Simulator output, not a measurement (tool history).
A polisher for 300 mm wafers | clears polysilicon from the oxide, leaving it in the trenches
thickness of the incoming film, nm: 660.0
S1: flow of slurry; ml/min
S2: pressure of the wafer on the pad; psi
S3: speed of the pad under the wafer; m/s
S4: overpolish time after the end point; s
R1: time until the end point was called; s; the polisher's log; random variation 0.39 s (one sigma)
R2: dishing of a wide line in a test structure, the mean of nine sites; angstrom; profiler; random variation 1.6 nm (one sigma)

run	hour	S1	S2	S3	S4	R1	R2
1	0	240	3	0.84	17	48.199	668.02
2	2.3	240	2.5	0.84	17	57.4	653.88
3	4.6	240	2.8	0.84	17	51.867	664.87
4	5.3	280	2.8	0.84	17	50.137	629.93
5	9.2	275	3	0.84	18	48.526	683.44
6	12.4	275	3	0.84	25	47.87	661.52
7	19.1	275	3.1	0.84	25	46.856	670.28

Run 8 comes next. What will it give?
8	23.2	280	3.2	0.84	25	?	?

Run 8 gave R1 45.349 s, R2 709.9 angstrom.

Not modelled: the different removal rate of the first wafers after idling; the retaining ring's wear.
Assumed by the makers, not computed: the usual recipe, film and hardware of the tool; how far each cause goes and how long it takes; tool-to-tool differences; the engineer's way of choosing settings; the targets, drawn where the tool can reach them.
